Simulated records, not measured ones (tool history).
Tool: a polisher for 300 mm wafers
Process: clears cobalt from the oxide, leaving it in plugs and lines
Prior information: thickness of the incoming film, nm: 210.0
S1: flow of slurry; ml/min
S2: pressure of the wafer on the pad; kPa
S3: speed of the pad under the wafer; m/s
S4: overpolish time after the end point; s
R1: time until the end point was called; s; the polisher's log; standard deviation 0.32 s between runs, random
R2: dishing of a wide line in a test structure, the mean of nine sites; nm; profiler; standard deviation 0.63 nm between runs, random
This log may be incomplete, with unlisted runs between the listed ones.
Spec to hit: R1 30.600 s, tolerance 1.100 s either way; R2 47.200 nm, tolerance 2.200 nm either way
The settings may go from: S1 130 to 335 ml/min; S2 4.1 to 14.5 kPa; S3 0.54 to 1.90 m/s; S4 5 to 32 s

| run | hour | S1 | S2 | S3 | S4 | R1 | R2 |
|---|---|---|---|---|---|---|---|
| 1 | 0.0 | 215 | 9.0 | 1.22 | 16 | 42.525 | 41.157 |
| 2 | 5.1 | 215 | 10.3 | 1.22 | 16 | 36.750 | 43.154 |
| 3 | 10.7 | 220 | 11.0 | 1.22 | 16 | 34.320 | 43.915 |
| 4 | 11.9 | 220 | 11.0 | 1.06 | 16 | 39.113 | 42.470 |
| 5 | 14.8 | 220 | 9.7 | 1.06 | 16 | 44.621 | 39.850 |
| 6 | 23.5 | 175 | 9.7 | 1.06 | 16 | 45.396 | 39.100 |
| 7 | 25.8 | 175 | 11.0 | 1.06 | 16 | 41.029 | 42.008 |
| 8 | 32.7 | 195 | 11.7 | 1.06 | 16 | 37.631 | 43.338 |
| 9 | 33.2 | 205 | 12.4 | 1.06 | 16 | 35.422 | 44.469 |
| 10 | 39.3 | 205 | 13.8 | 1.06 | 16 | 32.141 | 46.967 |
| 11 | 44.3 | 210 | 13.8 | 1.06 | 16 | 31.852 | 46.254 |

Below are 5 possible settings for the next run. Only one of them brings all results inside the allowed miss of their targets. Which is it?
| A | 49.3 | 225 | 13.1 | 1.22 | 11 | ? | ? |
| B | 49.3 | 275 | 14.5 | 0.94 | 14 | ? | ? |
| C | 49.3 | 205 | 13.8 | 1.02 | 16 | ? | ? |
| D | 49.3 | 195 | 13.8 | 1.00 | 16 | ? | ? |
| E | 49.3 | 225 | 14.5 | 1.04 | 17 | ? | ? |

| move | R1 | R2 |
|---|---|---|
| A | 29.160 | 40.661 |
| B | 33.224 | 42.705 |
| C | 33.395 | 44.846 |
| D | 34.291 | 44.426 |
| E | 30.850 | 46.919 |
A: the result that was furthest off in the last run now lies on the other side of its target
B: its largest miss is bigger than the last run's
C: its largest miss is bigger than the last run's
D: its largest miss is bigger than the last run's
E: hits every target within its allowed miss
Go with E: it meets all targets.

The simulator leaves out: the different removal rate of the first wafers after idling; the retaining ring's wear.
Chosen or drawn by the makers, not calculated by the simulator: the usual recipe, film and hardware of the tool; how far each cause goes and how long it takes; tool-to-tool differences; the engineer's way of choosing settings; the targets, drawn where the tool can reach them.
